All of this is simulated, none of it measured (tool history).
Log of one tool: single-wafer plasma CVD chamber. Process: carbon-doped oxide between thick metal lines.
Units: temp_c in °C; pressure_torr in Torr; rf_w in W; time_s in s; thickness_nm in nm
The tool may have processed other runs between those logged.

run 1 hour=0 | temp_c=365 pressure_torr=5.64 rf_w=520 time_s=149 | thickness_nm=756.54
run 2 hour=2.7 | temp_c=365 pressure_torr=4.87 rf_w=520 time_s=149 | thickness_nm=739.47
run 3 hour=10.9 | temp_c=358 pressure_torr=4.87 rf_w=520 time_s=149 | thickness_nm=751.4
run 4 hour=15.7 | temp_c=358 pressure_torr=4.87 rf_w=570 time_s=149 | thickness_nm=803.73
run 5 hour=17.2 | temp_c=358 pressure_torr=4.87 rf_w=505 time_s=149 | thickness_nm=737.02
run 6 hour=18.6 | temp_c=357 pressure_torr=5.18 rf_w=525 time_s=149 | thickness_nm=764.81
run 7 hour=26.1 | temp_c=356 pressure_torr=5.45 rf_w=540 time_s=149 | thickness_nm=789.9

Predict the results of run 8:
run 8 hour=33 | temp_c=355 pressure_torr=5.67 rf_w=550 time_s=149 | thickness_nm=?

thickness_nm: 800.86 nm
